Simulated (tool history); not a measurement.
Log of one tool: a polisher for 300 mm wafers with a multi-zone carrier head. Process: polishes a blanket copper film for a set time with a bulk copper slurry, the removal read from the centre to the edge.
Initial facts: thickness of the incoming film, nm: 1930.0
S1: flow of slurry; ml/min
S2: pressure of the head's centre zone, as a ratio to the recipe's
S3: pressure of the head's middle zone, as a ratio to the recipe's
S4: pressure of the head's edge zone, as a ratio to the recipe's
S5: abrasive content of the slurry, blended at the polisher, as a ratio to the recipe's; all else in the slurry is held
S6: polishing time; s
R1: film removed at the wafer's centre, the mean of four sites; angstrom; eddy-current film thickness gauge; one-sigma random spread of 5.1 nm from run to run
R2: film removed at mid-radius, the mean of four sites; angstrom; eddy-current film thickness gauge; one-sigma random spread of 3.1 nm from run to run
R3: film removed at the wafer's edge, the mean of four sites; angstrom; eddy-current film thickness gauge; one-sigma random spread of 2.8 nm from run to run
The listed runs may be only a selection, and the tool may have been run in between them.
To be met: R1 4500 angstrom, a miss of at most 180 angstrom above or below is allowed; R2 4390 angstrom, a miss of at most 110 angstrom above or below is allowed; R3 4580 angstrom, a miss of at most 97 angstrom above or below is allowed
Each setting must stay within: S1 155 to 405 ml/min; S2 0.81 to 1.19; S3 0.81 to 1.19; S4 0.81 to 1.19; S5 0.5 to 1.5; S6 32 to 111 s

run,hour,S1,S2,S3,S4,S5,S6,R1,R2,R3
1,0,260,1,1,1,1,71,8092.7,7811.5,7838.7
2,7.1,260,1,1,0.96,1,71,7852.6,7800.3,7622
3,12,250,0.99,0.96,0.93,0.9,66,7026.3,6859.2,6843.8
4,18.4,245,0.98,0.93,0.91,0.8,62,6430.1,6252.2,6207.9
5,24.8,195,0.98,0.93,0.91,0.8,62,6135.1,5954.9,6036.4
6,32.1,195,1.03,0.93,0.91,0.8,62,6562.9,6071.1,5975.4
7,34.4,190,1.01,0.91,0.89,0.75,59,5948.8,5559.3,5590.8
8,42,185,0.99,0.89,0.88,0.7,57,5430.3,5194.1,5288.6
9,49.1,185,0.95,0.82,0.82,0.5,52,4498.6,4242.5,4333.7
10,55.3,195,0.94,0.82,0.83,0.5,52,4477.9,4293.6,4390.3
11,63.6,200,0.94,0.82,0.84,0.5,52,4523.5,4203.1,4428.4
12,67.7,205,0.93,0.83,0.85,0.5,52,4528.9,4270.5,4460.5
13,70.5,210,0.92,0.84,0.86,0.5,52,4427.8,4345.5,4451.9

Below are 4 possible settings for the next run. Only one of them brings all results inside the allowed miss of their targets. Which is it?
A,73.3,245,0.96,0.84,0.84,0.5,50,?,?,?
B,73.3,190,0.92,0.83,0.86,0.55,53,?,?,?
C,73.3,225,0.94,0.83,0.83,0.65,48,?,?,?
D,73.3,160,0.99,0.98,0.83,0.55,51,?,?,?

move,R1,R2,R3
A,4464.2,4281.6,4375.8
B,4428.9,4428.6,4648
C,4381.1,4272.5,4382.9
D,4417.9,4494.3,4288.9
A: lands further from the targets than the last run did
B: every result within its allowed miss
C: lands further from the targets than the last run did
D: lands further from the targets than the last run did
So the answer is move B, the one that meets all the targets.
